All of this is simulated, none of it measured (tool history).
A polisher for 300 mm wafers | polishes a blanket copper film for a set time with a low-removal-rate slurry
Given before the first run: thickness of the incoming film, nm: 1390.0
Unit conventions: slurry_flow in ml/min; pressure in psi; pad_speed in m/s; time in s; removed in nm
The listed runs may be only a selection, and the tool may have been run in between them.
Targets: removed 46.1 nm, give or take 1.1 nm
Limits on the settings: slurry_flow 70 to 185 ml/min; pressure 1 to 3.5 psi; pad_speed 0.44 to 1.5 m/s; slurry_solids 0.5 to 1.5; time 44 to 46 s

{"run": 1, "day": 0.0, "slurry_flow": 120, "pressure": 2.2, "pad_speed": 0.96, "slurry_solids": 1, "time": 44, "removed": 78.311}
{"run": 2, "day": 0.071, "slurry_flow": 105, "pressure": 2.2, "pad_speed": 0.96, "slurry_solids": 1, "time": 44, "removed": 75.085}
{"run": 3, "day": 0.267, "slurry_flow": 105, "pressure": 1.7, "pad_speed": 0.96, "slurry_solids": 1, "time": 44, "removed": 58.553}
{"run": 4, "day": 0.567, "slurry_flow": 100, "pressure": 1.6, "pad_speed": 0.96, "slurry_solids": 1, "time": 44, "removed": 55.597}
{"run": 5, "day": 0.633, "slurry_flow": 100, "pressure": 1.6, "pad_speed": 0.72, "slurry_solids": 1, "time": 44, "removed": 41.891}
{"run": 6, "day": 0.842, "slurry_flow": 110, "pressure": 1.6, "pad_speed": 0.72, "slurry_solids": 1, "time": 44, "removed": 43.088}
{"run": 7, "day": 1.1, "slurry_flow": 115, "pressure": 1.6, "pad_speed": 0.72, "slurry_solids": 1, "time": 44, "removed": 42.732}
{"run": 8, "day": 1.446, "slurry_flow": 120, "pressure": 1.6, "pad_speed": 0.72, "slurry_solids": 1, "time": 44, "removed": 43.824}
{"run": 9, "day": 1.542, "slurry_flow": 125, "pressure": 1.6, "pad_speed": 0.72, "slurry_solids": 1, "time": 44, "removed": 43.868}
{"run": 10, "day": 1.858, "slurry_flow": 130, "pressure": 1.6, "pad_speed": 0.72, "slurry_solids": 1, "time": 44, "removed": 44.31}

Which of these 4 next moves meets every target?
{"run": "A", "day": 2.175, "slurry_flow": 120, "pressure": 1.7, "pad_speed": 0.68, "slurry_solids": 1.05, "time": 46, "removed": "?"}
{"run": "B", "day": 2.175, "slurry_flow": 135, "pressure": 1.7, "pad_speed": 0.72, "slurry_solids": 0.95, "time": 46, "removed": "?"}
{"run": "C", "day": 2.175, "slurry_flow": 130, "pressure": 1.7, "pad_speed": 0.62, "slurry_solids": 1.1, "time": 45, "removed": "?"}
{"run": "D", "day": 2.175, "slurry_flow": 145, "pressure": 1.4, "pad_speed": 0.78, "slurry_solids": 1, "time": 44, "removed": "?"}

move=A removed=46.065
move=B removed=49.065
move=C removed=42.238
move=D removed=42.975
A: in spec on every target
B: the result that was furthest off in the last run now lies on the other side of its target
C: lands further from the targets than the last run did
D: lands further from the targets than the last run did
Move A is the one to make.
